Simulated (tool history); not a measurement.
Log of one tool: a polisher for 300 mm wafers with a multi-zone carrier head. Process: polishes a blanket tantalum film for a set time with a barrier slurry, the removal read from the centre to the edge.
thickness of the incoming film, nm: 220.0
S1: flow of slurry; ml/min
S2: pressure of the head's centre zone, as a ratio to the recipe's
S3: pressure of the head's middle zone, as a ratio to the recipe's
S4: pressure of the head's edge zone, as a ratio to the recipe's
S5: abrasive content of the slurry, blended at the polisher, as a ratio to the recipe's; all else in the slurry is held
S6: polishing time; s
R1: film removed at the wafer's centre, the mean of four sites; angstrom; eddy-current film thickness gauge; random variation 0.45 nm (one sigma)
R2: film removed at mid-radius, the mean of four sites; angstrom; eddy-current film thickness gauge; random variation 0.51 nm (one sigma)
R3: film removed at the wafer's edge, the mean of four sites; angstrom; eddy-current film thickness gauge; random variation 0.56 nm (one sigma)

run	hour	S1	S2	S3	S4	S5	S6	R1	R2	R3
1	0.0	210	1.00	1.00	1.00	1.00	36	416.85	429.24	436.64
2	5.2	210	1.00	1.00	1.00	0.90	36	406.92	405.10	433.90
3	9.6	210	1.00	1.00	0.95	0.90	36	410.06	411.64	421.26
4	16.5	210	1.00	1.00	0.89	0.90	36	409.75	410.77	404.72
5	22.5	225	1.03	1.02	0.93	1.00	37	445.70	447.37	446.88
6	31.4	235	1.06	1.04	0.92	1.10	38	490.92	480.47	466.38

Forecast run 7:
# hour 39.6: edge zone pressure recalibrated
7	39.6	245	1.08	1.06	0.93	1.15	39	?	?	?

{"run 7": {"R1": 526.56, "R2": 513.97, "R3": 474.0}}
